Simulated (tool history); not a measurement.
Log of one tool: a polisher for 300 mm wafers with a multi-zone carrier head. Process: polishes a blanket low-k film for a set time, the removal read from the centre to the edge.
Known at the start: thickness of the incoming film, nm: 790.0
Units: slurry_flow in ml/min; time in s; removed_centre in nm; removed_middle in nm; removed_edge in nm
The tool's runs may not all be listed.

run    day  slurry_flow  centre_zone  middle_zone  edge_zone  slurry_solids  time  removed_centre  removed_middle  removed_edge
  1  0.000          210         1.00         1.00       1.00           1.00    32          18.501          18.364        17.830
  2  0.092          230         1.00         1.00       1.00           1.00    32          18.528          19.139        17.812
  3  0.138          225         0.99         0.98       0.99           0.95    32          17.885          18.406        17.650
  4  0.371          215         0.99         0.97       0.98           0.90    32          16.922          17.564        16.871
  5  0.671          255         0.99         0.97       0.98           0.90    32          17.524          17.767        17.143
  6  0.721          255         0.99         0.97       0.98           0.75    32          15.363          15.799        15.114

Forecast run 7:
     0.846  -- edge zone pressure recalibrated
  7  0.846          255         0.99         0.96       0.98           0.70    32               ?               ?             ?

Run 7 gave removed_centre 14.365 nm, removed_middle 14.577 nm, removed_edge 14.392 nm.
